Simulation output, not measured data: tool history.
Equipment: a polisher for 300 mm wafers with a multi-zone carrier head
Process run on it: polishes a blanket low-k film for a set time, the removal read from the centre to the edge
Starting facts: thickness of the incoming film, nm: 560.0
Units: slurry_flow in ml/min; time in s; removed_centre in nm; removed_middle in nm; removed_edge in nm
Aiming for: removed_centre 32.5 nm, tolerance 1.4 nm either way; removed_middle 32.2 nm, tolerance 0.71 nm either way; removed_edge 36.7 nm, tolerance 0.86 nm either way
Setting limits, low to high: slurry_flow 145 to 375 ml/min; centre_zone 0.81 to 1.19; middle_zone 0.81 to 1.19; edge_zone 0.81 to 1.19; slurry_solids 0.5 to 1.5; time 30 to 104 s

{"run": 1, "hour": 0.0, "slurry_flow": 240, "centre_zone": 1, "middle_zone": 1, "edge_zone": 1, "slurry_solids": 1, "time": 67, "removed_centre": 29.182, "removed_middle": 28.853, "removed_edge": 29.292}
{"run": 2, "hour": 8.0, "slurry_flow": 255, "centre_zone": 0.99, "middle_zone": 0.99, "edge_zone": 1.05, "slurry_solids": 1.05, "time": 67, "removed_centre": 29.634, "removed_middle": 29.349, "removed_edge": 30.747}
{"run": 3, "hour": 16.9, "slurry_flow": 255, "centre_zone": 0.99, "middle_zone": 0.99, "edge_zone": 1.05, "slurry_solids": 1.05, "time": 74, "removed_centre": 33.004, "removed_middle": 32.729, "removed_edge": 34.066}
{"run": 4, "hour": 19.9, "slurry_flow": 255, "centre_zone": 0.98, "middle_zone": 0.98, "edge_zone": 1.08, "slurry_solids": 1.05, "time": 74, "removed_centre": 32.082, "removed_middle": 32.179, "removed_edge": 34.514}
{"run": 5, "hour": 25.4, "slurry_flow": 260, "centre_zone": 0.98, "middle_zone": 0.97, "edge_zone": 1.1, "slurry_solids": 1.05, "time": 74, "removed_centre": 33.526, "removed_middle": 31.826, "removed_edge": 35.183}
{"run": 6, "hour": 30.7, "slurry_flow": 260, "centre_zone": 0.98, "middle_zone": 1.03, "edge_zone": 1.1, "slurry_solids": 1.05, "time": 74, "removed_centre": 32.291, "removed_middle": 33.325, "removed_edge": 34.905}
{"run": 7, "hour": 37.2, "slurry_flow": 260, "centre_zone": 0.98, "middle_zone": 1.02, "edge_zone": 1.12, "slurry_solids": 1.05, "time": 74, "removed_centre": 32.808, "removed_middle": 32.822, "removed_edge": 34.684}
{"run": 8, "hour": 45.8, "slurry_flow": 260, "centre_zone": 0.97, "middle_zone": 1.01, "edge_zone": 1.13, "slurry_solids": 1.05, "time": 74, "removed_centre": 31.718, "removed_middle": 32.733, "removed_edge": 35.111}
{"run": 9, "hour": 49.0, "slurry_flow": 265, "centre_zone": 0.97, "middle_zone": 1, "edge_zone": 1.14, "slurry_solids": 1.05, "time": 74, "removed_centre": 33.006, "removed_middle": 32.666, "removed_edge": 35.755}
{"run": 10, "hour": 55.3, "slurry_flow": 265, "centre_zone": 0.96, "middle_zone": 0.99, "edge_zone": 1.15, "slurry_solids": 1.05, "time": 74, "removed_centre": 32.696, "removed_middle": 32.749, "removed_edge": 36.007}

5 candidate next runs follow, results not yet known. Just one meets every target within its allowed miss. Identify it.
{"run": "A", "hour": 61.6, "slurry_flow": 275, "centre_zone": 0.98, "middle_zone": 1.01, "edge_zone": 1.1, "slurry_solids": 1.05, "time": 73, "removed_centre": "?", "removed_middle": "?", "removed_edge": "?"}
{"run": "B", "hour": 61.6, "slurry_flow": 275, "centre_zone": 0.97, "middle_zone": 1, "edge_zone": 1.13, "slurry_solids": 0.95, "time": 80, "removed_centre": "?", "removed_middle": "?", "removed_edge": "?"}
{"run": "C", "hour": 61.6, "slurry_flow": 230, "centre_zone": 0.95, "middle_zone": 0.97, "edge_zone": 1.17, "slurry_solids": 1.05, "time": 76, "removed_centre": "?", "removed_middle": "?", "removed_edge": "?"}
{"run": "D", "hour": 61.6, "slurry_flow": 245, "centre_zone": 0.95, "middle_zone": 1.01, "edge_zone": 1.08, "slurry_solids": 0.95, "time": 82, "removed_centre": "?", "removed_middle": "?", "removed_edge": "?"}
{"run": "E", "hour": 61.6, "slurry_flow": 260, "centre_zone": 0.99, "middle_zone": 1.04, "edge_zone": 1.12, "slurry_solids": 1.05, "time": 71, "removed_centre": "?", "removed_middle": "?", "removed_edge": "?"}

move=A removed_centre=32.639 removed_middle=32.414 removed_edge=34.622
move=B removed_centre=34.175 removed_middle=33.902 removed_edge=37.027
move=C removed_centre=32.417 removed_middle=31.891 removed_edge=36.601
move=D removed_centre=33.992 removed_middle=34.561 removed_edge=36.697
move=E removed_centre=31.749 removed_middle=32.104 removed_edge=33.802
A: misses by more than the last run did
B: corrects the largest miss of the last run, while another result sits out of spec
C: hits every target within its allowed miss
D: corrects the largest miss of the last run, while another result sits out of spec
E: misses by more than the last run did
The right move is C.
